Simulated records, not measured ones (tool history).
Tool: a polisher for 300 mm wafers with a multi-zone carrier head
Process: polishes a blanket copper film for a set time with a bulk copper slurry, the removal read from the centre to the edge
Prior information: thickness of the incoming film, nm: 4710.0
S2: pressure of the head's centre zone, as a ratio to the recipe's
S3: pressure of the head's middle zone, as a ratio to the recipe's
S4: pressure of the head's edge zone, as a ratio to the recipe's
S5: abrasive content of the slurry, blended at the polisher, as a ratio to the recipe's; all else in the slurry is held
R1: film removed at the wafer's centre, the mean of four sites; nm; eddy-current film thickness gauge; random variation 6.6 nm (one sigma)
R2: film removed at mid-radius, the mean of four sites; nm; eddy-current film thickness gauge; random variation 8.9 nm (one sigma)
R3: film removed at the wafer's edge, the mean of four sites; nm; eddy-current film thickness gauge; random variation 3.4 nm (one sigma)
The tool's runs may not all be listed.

Run 1, hour 0: flow of slurry (ml/min) 220, S2 1, S3 1, S4 1, S5 1, polishing time (s) 53. Result: R1 479.04 nm, R2 459.78 nm, R3 474.46 nm.
Run 2, hour 1.6: flow of slurry (ml/min) 220, S2 1.05, S3 1, S4 1, S5 1, polishing time (s) 53. Result: R1 503.12 nm, R2 465.69 nm, R3 470.01 nm.
Run 3, hour 3.1: flow of slurry (ml/min) 220, S2 1.05, S3 1, S4 1, S5 1, polishing time (s) 46. Result: R1 434.12 nm, R2 397.09 nm, R3 407.91 nm.
Run 4, hour 6.1: flow of slurry (ml/min) 220, S2 1.05, S3 1, S4 1, S5 1, polishing time (s) 39. Result: R1 356.55 nm, R2 336.49 nm, R3 347.9 nm.
Run 5, hour 11.7: flow of slurry (ml/min) 235, S2 1.03, S3 1.05, S4 1, S5 1.15, polishing time (s) 42. Result: R1 402.6 nm, R2 407.39 nm, R3 394.34 nm.
Run 6, hour 16.6: flow of slurry (ml/min) 235, S2 1.03, S3 1.05, S4 1, S5 1.35, polishing time (s) 42. Result: R1 424.26 nm, R2 414.49 nm, R3 413.37 nm.
Run 7, hour 24.1: flow of slurry (ml/min) 255, S2 1.02, S3 1.09, S4 1, S5 1.4, polishing time (s) 43. Result: R1 436.81 nm, R2 446.17 nm, R3 426.06 nm.
Run 8, hour 32.1: flow of slurry (ml/min) 265, S2 1.01, S3 1.12, S4 0.99, S5 1.45, polishing time (s) 45. Result: R1 452.28 nm, R2 481.05 nm, R3 453.38 nm.
Run 9, hour 34: flow of slurry (ml/min) 295, S2 0.99, S3 1.19, S4 0.89, S5 1.5, polishing time (s) 54. Result: R1 553.83 nm, R2 611.32 nm, R3 521.94 nm.

Run 10 is up next; what results do you expect?
Run 10, hour 40.7: flow of slurry (ml/min) 290, S2 0.98, S3 1.19, S4 0.88, S5 1.5, polishing time (s) 54. Result: R1 ?, R2 ?, R3 ?.

R1: 555.15 nm
R2: 638.01 nm
R3: 520.36 nm
